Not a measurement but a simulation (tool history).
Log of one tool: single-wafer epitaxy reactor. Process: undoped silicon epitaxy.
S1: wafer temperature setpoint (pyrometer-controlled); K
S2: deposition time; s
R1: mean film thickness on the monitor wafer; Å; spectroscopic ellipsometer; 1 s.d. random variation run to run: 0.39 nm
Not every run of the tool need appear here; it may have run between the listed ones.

run,hour,S1,S2,R1
1,0,928.15,472,907.16
2,7.4,921.15,472,765.8
3,14.2,922.15,472,780.61
4,20.6,914.15,472,645.74
5,22.2,916.15,472,679.75
6,28,918.15,472,710.28
7,31.4,920.15,472,745.18
8,32.1,921.15,472,772.33
9,34.5,922.15,472,781.14
10,39.7,923.15,472,806.65
11,45.9,924.15,472,823.54
12,49.2,925.15,472,851.47
13,55.1,926.15,472,866.99
14,57.8,927.15,472,885.42
15,59.3,934.15,473,1051.1

What will run 16 give?
16,65.7,933.15,473,?

For run 16 the tool returned R1 1026.4 Å.

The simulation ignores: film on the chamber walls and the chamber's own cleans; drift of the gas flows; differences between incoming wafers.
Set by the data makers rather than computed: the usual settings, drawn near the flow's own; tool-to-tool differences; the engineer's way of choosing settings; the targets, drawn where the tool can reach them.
